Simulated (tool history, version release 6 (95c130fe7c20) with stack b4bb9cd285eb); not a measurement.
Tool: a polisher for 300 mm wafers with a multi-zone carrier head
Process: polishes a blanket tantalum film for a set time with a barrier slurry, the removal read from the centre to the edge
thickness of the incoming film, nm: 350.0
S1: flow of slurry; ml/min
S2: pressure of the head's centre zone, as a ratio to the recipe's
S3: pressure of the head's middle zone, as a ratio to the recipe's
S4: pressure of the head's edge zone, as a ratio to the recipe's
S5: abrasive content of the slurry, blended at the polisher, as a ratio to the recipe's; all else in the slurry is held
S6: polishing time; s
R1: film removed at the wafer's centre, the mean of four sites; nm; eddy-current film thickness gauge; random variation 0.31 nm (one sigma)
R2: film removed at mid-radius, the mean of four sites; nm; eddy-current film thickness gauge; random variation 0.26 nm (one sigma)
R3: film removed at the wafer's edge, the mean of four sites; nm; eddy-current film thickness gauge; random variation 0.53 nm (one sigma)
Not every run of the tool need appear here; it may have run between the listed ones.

run    day   S1    S2    S3    S4    S5  S6      R1      R2      R3
  1  0.000  145  1.00  1.00  1.00  1.00  37  73.824  74.648  72.326
  2  0.242  140  0.99  1.00  0.98  0.95  36  69.228  71.878  67.986
  3  0.267  135  0.98  0.99  0.97  0.90  35  64.392  67.702  63.711
  4  0.533  130  0.97  0.97  0.96  0.85  34  59.018  62.079  60.498
  5  0.579  130  0.97  0.90  0.96  0.85  34  60.280  59.805  59.294
  6  0.696  165  0.97  0.90  0.96  0.85  34  63.130  63.117  63.073
  7  0.921  125  0.87  0.89  0.86  0.60  25  32.505  35.769  34.233
  8  1.012  165  0.86  0.94  0.91  0.60  25  34.583  39.140  37.063

Predict the results of run 9:
  9  1.267  205  0.86  0.98  0.93  0.60  25   ?   ?   ?

R1: 35.316 nm
R2: 41.548 nm
R3: 38.150 nm
